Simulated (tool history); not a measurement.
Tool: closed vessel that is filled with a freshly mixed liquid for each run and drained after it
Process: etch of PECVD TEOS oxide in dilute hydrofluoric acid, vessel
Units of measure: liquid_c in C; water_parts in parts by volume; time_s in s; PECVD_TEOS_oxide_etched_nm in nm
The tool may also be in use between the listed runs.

run	day	liquid_c	water_parts	time_s	PECVD_TEOS_oxide_etched_nm
1	0	24	185	1230	69.151
2	0.304	24	185	1230	69.14
3	0.608	27.5	185	1230	78.614
4	0.704	29	175	1230	88.716
5	1.05	29	175	1320	95.829
6	1.346	30	170	1320	103.02
7	1.492	30.5	170	1320	104.79
8	1.812	31	170	1320	105.86
9	1.908	32	160	1320	119

Estimate the outcome of run 10 from the log above:
10	2.042	32	160	1320	?

{"run 10": {"PECVD_TEOS_oxide_etched_nm": 119.03}}
